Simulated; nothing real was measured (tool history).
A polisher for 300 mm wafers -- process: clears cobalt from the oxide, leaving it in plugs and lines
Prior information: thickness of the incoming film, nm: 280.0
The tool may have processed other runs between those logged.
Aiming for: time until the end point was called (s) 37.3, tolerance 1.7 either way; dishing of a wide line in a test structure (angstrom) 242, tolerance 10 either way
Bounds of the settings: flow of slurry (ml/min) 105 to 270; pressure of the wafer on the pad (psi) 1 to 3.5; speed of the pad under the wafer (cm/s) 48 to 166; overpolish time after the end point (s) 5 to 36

run,day,flow of slurry (ml/min),pressure of the wafer on the pad (psi),speed of the pad under the wafer (cm/s),overpolish time after the end point (s),time until the end point was called (s),dishing of a wide line in a test structure (angstrom)
1,0,175,2.2,106,18,58.315,334.5
2,0.346,175,2.2,122,18,50.931,335.22
3,0.458,165,2.1,138,13,48.673,320.28
4,0.65,200,2,148,10,45.064,296.74
5,0.775,225,2,154,8,43.32,283.35
6,0.933,240,2,158,7,42.289,273.54
7,1.067,250,2,160,6,40.43,250.9
8,1.175,255,2.1,160,6,39.185,257.99
9,1.317,255,2.1,160,6,39.43,258.29
10,1.646,260,2.1,160,6,38.774,262.26
11,1.925,265,2.1,162,6,38.078,256.72
12,1.975,265,2.1,164,6,37.934,265.28
13,2.304,265,2.3,156,6,36.798,271.56
14,2.396,265,2.2,160,6,37.099,268.26
15,2.429,265,2.1,162,6,38.34,253.35
16,2.733,265,2.1,164,6,37.859,262.13
17,3.004,270,2.7,136,5,35.656,244.82

Below are 4 possible settings for the next run. Only one of them brings all results inside the allowed miss of their targets. Which is it?
A,3.275,260,2.8,146,5,?,?
B,3.275,270,2.3,154,5,?,?
C,3.275,270,2.8,138,5,?,?
D,3.275,270,2.9,132,5,?,?

move,time until the end point was called (s),dishing of a wide line in a test structure (angstrom)
A,32.334,258.41
B,37.07,241.87
C,33.996,252.43
D,34.273,251.45
A: its largest miss is bigger than the last run's
B: all results in spec
C: its largest miss is bigger than the last run's
D: its largest miss is bigger than the last run's
B meets every target.

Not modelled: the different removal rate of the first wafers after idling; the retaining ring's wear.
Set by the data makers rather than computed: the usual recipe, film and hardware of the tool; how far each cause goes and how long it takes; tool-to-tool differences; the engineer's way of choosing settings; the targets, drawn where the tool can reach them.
